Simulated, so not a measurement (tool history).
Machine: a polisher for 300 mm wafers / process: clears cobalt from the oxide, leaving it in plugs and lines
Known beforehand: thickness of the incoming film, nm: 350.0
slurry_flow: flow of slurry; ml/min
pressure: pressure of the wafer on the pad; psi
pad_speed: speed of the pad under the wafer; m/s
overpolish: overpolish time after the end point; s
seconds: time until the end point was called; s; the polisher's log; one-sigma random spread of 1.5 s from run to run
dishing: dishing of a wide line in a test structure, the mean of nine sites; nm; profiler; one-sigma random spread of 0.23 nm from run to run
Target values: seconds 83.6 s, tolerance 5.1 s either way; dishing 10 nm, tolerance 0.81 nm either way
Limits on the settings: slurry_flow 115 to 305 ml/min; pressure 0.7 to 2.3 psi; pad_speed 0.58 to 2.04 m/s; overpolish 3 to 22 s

Run 1, hour 0: slurry_flow 195 ml/min, pressure 1.5 psi, pad_speed 1.3 m/s, overpolish 11 s. Result: seconds 72.737 s, dishing 35.197 nm.
Run 2, hour 5.2: slurry_flow 195 ml/min, pressure 1.5 psi, pad_speed 1.3 m/s, overpolish 13 s. Result: seconds 72.553 s, dishing 38.461 nm.
Run 3, hour 14.1: slurry_flow 195 ml/min, pressure 1.5 psi, pad_speed 1.3 m/s, overpolish 18 s. Result: seconds 71.707 s, dishing 50.053 nm.
Run 4, hour 19.6: slurry_flow 195 ml/min, pressure 1.4 psi, pad_speed 1.28 m/s, overpolish 14 s. Result: seconds 80.655 s, dishing 37.589 nm.
Run 5, hour 21.2: slurry_flow 195 ml/min, pressure 1.4 psi, pad_speed 1.44 m/s, overpolish 14 s. Result: seconds 70.41 s, dishing 41.625 nm.
Run 6, hour 27.9: slurry_flow 195 ml/min, pressure 1.3 psi, pad_speed 1.42 m/s, overpolish 11 s. Result: seconds 75.214 s, dishing 33.174 nm.
Run 7, hour 29.6: slurry_flow 175 ml/min, pressure 1.1 psi, pad_speed 1.46 m/s, overpolish 9 s. Result: seconds 86.918 s, dishing 25.746 nm.
Run 8, hour 36.8: slurry_flow 175 ml/min, pressure 1.1 psi, pad_speed 1.46 m/s, overpolish 9 s. Result: seconds 86.904 s, dishing 26.791 nm.
Run 9, hour 43.6: slurry_flow 210 ml/min, pressure 1 psi, pad_speed 1.46 m/s, overpolish 7 s. Result: seconds 93.077 s, dishing 19.334 nm.
Run 10, hour 51.8: slurry_flow 235 ml/min, pressure 0.9 psi, pad_speed 1.54 m/s, overpolish 6 s. Result: seconds 97.29 s, dishing 16.422 nm.
Run 11, hour 59.9: slurry_flow 255 ml/min, pressure 0.8 psi, pad_speed 1.64 m/s, overpolish 5 s. Result: seconds 102.35 s, dishing 12.896 nm.

Consider the 5 candidate settings below. Which is the only one whose results all fall within their allowed miss of target?
Run A, hour 68: slurry_flow 305 ml/min, pressure 0.7 psi, pad_speed 1.34 m/s, overpolish 6 s. Result: seconds ?, dishing ?.
Run B, hour 68: slurry_flow 220 ml/min, pressure 0.8 psi, pad_speed 1.4 m/s, overpolish 9 s. Result: seconds ?, dishing ?.
Run C, hour 68: slurry_flow 230 ml/min, pressure 1 psi, pad_speed 1.62 m/s, overpolish 6 s. Result: seconds ?, dishing ?.
Run D, hour 68: slurry_flow 185 ml/min, pressure 0.7 psi, pad_speed 1.54 m/s, overpolish 8 s. Result: seconds ?, dishing ?.
Run E, hour 68: slurry_flow 305 ml/min, pressure 0.9 psi, pad_speed 1.72 m/s, overpolish 3 s. Result: seconds ?, dishing ?.

move  seconds  dishing
   A   136.89   12.173
   B   119.39   19.829
   C   83.377    19.02
   D   125.88   17.058
   E   84.657   9.9776
A: the biggest miss grows against the last run
B: the biggest miss grows against the last run
C: brings the result that was furthest off to its target, and leaves another outside
D: the biggest miss grows against the last run
E: each result inside its tolerance
Go with E: it meets all targets.
